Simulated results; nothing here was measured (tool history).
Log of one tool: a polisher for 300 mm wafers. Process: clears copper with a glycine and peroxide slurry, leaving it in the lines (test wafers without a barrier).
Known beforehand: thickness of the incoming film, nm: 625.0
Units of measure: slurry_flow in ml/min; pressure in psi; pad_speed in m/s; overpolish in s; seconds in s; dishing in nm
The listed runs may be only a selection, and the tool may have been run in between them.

run 1 day=0.000 | slurry_flow=235 pressure=2.2 pad_speed=0.88 overpolish=23 | seconds=132.420 dishing=77.061
run 2 day=0.054 | slurry_flow=235 pressure=2.2 pad_speed=0.88 overpolish=19 | seconds=126.500 dishing=61.069
run 3 day=0.308 | slurry_flow=235 pressure=2.5 pad_speed=0.90 overpolish=22 | seconds=116.090 dishing=80.502
run 4 day=0.550 | slurry_flow=235 pressure=2.5 pad_speed=0.72 overpolish=22 | seconds=135.710 dishing=67.513
run 5 day=0.704 | slurry_flow=285 pressure=2.5 pad_speed=0.72 overpolish=22 | seconds=138.090 dishing=72.670
run 6 day=0.783 | slurry_flow=285 pressure=2.5 pad_speed=0.72 overpolish=17 | seconds=137.260 dishing=56.956
run 7 day=1.088 | slurry_flow=285 pressure=2.7 pad_speed=0.80 overpolish=20 | seconds=116.310 dishing=67.867
run 8 day=1.242 | slurry_flow=285 pressure=2.8 pad_speed=0.84 overpolish=24 | seconds=109.790 dishing=85.023
run 9 day=1.458 | slurry_flow=285 pressure=2.9 pad_speed=0.88 overpolish=26 | seconds=103.770 dishing=92.995
run 10 day=1.742 | slurry_flow=285 pressure=3.0 pad_speed=0.90 overpolish=28 | seconds=97.878 dishing=104.080
run 11 day=2.012 | slurry_flow=285 pressure=3.1 pad_speed=0.92 overpolish=30 | seconds=89.945 dishing=116.500
run 12 day=2.108 | slurry_flow=285 pressure=3.1 pad_speed=0.92 overpolish=31 | seconds=96.308 dishing=115.230
run 13 day=2.408 | slurry_flow=285 pressure=3.2 pad_speed=0.92 overpolish=32 | seconds=88.906 dishing=120.020

What does the tool deliver on the next run?
run 14 day=2.579 | slurry_flow=285 pressure=3.2 pad_speed=0.92 overpolish=33 | seconds=? dishing=?

Run 14 came out at seconds 90.733 s, dishing 117.560 nm.
